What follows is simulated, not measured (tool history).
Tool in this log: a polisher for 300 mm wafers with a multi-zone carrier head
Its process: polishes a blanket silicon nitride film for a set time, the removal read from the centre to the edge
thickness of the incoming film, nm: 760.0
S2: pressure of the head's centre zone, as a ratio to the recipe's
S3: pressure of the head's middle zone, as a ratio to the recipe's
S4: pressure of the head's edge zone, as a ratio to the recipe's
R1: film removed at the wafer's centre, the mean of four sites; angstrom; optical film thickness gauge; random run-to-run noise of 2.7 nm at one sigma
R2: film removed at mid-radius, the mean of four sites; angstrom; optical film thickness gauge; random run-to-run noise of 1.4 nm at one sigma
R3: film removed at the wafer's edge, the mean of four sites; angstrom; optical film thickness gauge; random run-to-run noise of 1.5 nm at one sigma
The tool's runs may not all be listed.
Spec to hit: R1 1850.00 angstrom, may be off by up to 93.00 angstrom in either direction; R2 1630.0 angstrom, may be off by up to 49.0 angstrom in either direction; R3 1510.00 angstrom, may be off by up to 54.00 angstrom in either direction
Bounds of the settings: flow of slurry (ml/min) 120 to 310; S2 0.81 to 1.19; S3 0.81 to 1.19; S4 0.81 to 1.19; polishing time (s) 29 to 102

{"run": 1, "hour": 0.0, "flow of slurry (ml/min)": 200, "S2": 1.0, "S3": 1.0, "S4": 1.0, "polishing time (s)": 65, "R1": 1155.4, "R2": 1146.1, "R3": 1156.5}
{"run": 2, "hour": 3.1, "flow of slurry (ml/min)": 200, "S2": 1.0, "S3": 1.04, "S4": 1.0, "polishing time (s)": 65, "R1": 1151.5, "R2": 1170.1, "R3": 1121.8}
{"run": 3, "hour": 5.3, "flow of slurry (ml/min)": 220, "S2": 1.0, "S3": 1.04, "S4": 1.0, "polishing time (s)": 65, "R1": 1138.5, "R2": 1189.8, "R3": 1138.5}
{"run": 4, "hour": 14.2, "flow of slurry (ml/min)": 220, "S2": 1.0, "S3": 1.12, "S4": 1.0, "polishing time (s)": 65, "R1": 1150.2, "R2": 1256.7, "R3": 1129.6}
{"run": 5, "hour": 18.5, "flow of slurry (ml/min)": 220, "S2": 1.0, "S3": 1.12, "S4": 1.0, "polishing time (s)": 54, "R1": 944.93, "R2": 1047.0, "R3": 952.54}
{"run": 6, "hour": 21.8, "flow of slurry (ml/min)": 220, "S2": 1.02, "S3": 1.12, "S4": 1.01, "polishing time (s)": 58, "R1": 1054.4, "R2": 1137.2, "R3": 1041.5}
{"run": 7, "hour": 29.2, "flow of slurry (ml/min)": 215, "S2": 1.04, "S3": 1.12, "S4": 1.01, "polishing time (s)": 61, "R1": 1132.6, "R2": 1172.0, "R3": 1059.4}
{"run": 8, "hour": 33.6, "flow of slurry (ml/min)": 220, "S2": 1.06, "S3": 1.12, "S4": 1.03, "polishing time (s)": 63, "R1": 1164.6, "R2": 1219.0, "R3": 1126.6}
{"run": 9, "hour": 37.2, "flow of slurry (ml/min)": 215, "S2": 1.07, "S3": 1.12, "S4": 1.03, "polishing time (s)": 66, "R1": 1261.6, "R2": 1268.7, "R3": 1167.4}
{"run": 10, "hour": 45.7, "flow of slurry (ml/min)": 215, "S2": 1.08, "S3": 1.12, "S4": 1.03, "polishing time (s)": 68, "R1": 1294.3, "R2": 1329.9, "R3": 1200.8}
{"run": 11, "hour": 51.2, "flow of slurry (ml/min)": 270, "S2": 1.18, "S3": 1.02, "S4": 1.01, "polishing time (s)": 84, "R1": 1789.7, "R2": 1538.8, "R3": 1536.9}
{"run": 12, "hour": 53.1, "flow of slurry (ml/min)": 270, "S2": 1.18, "S3": 1.03, "S4": 1.0, "polishing time (s)": 84, "R1": 1791.7, "R2": 1570.2, "R3": 1516.2}
{"hour": 57.3, "done": "worn pad replaced by a new one"}
{"run": 13, "hour": 57.3, "flow of slurry (ml/min)": 270, "S2": 1.19, "S3": 1.04, "S4": 0.98, "polishing time (s)": 85, "R1": 2098.0, "R2": 1794.3, "R3": 1724.3}

Pick the move, out of 5, that brings all results within their allowed miss; only one does.
{"run": "A", "hour": 61.5, "flow of slurry (ml/min)": 310, "S2": 0.84, "S3": 1.02, "S4": 1.12, "polishing time (s)": 97, "R1": "?", "R2": "?", "R3": "?"}
{"run": "B", "hour": 61.5, "flow of slurry (ml/min)": 310, "S2": 1.15, "S3": 1.11, "S4": 1.01, "polishing time (s)": 68, "R1": "?", "R2": "?", "R3": "?"}
{"run": "C", "hour": 61.5, "flow of slurry (ml/min)": 265, "S2": 1.19, "S3": 1.0, "S4": 0.99, "polishing time (s)": 75, "R1": "?", "R2": "?", "R3": "?"}
{"run": "D", "hour": 61.5, "flow of slurry (ml/min)": 280, "S2": 0.93, "S3": 1.02, "S4": 1.15, "polishing time (s)": 95, "R1": "?", "R2": "?", "R3": "?"}
{"run": "E", "hour": 61.5, "flow of slurry (ml/min)": 300, "S2": 1.18, "S3": 1.04, "S4": 0.95, "polishing time (s)": 76, "R1": "?", "R2": "?", "R3": "?"}

move=A R1=1735.00 R2=2033.1 R3=2083.60
move=B R1=1670.30 R2=1525.8 R3=1385.80
move=C R1=1870.70 R2=1518.9 R3=1496.90
move=D R1=1861.40 R2=1969.6 R3=2052.10
move=E R1=1908.10 R2=1610.8 R3=1501.80
A: moves away from the targets compared with the last run
B: carries the result that was furthest off beyond its target, to the other side
C: the worst result of the last run now meets its target, but another is out of spec
D: moves away from the targets compared with the last run
E: every result lands within tolerance
E is the move that brings every result within its allowed miss.
